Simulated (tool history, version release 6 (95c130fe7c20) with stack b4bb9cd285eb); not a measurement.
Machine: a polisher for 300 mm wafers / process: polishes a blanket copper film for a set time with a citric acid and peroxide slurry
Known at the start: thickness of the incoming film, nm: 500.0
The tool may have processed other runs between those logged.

run    day  flow of slurry (ml/min)  pressure of the wafer on the pad (kPa)  speed of the pad under the wafer (m/s)  abrasive content of the slurry  polishing time (s)  film removed (nm)
  1  0.000                      135                                    15.9                                    1.18                             1.0                  54             132.81
  2  0.200                      115                                    15.9                                    1.18                             1.0                  54             127.68
  3  0.417                      115                                    19.3                                    1.18                             1.0                  54             154.87
  4  0.488                      110                                    18.6                                    1.18                             1.0                  54             149.29
  5  0.512                       85                                    18.6                                    1.18                             1.0                  54             138.57
  6  0.679                       85                                    17.9                                    1.18                             1.0                  54             134.31

What will run 7 give?
  7  0.967                       85                                    17.2                                    1.18                             1.0                  54                  ?

Run 7 gave film removed (nm) 128.03.
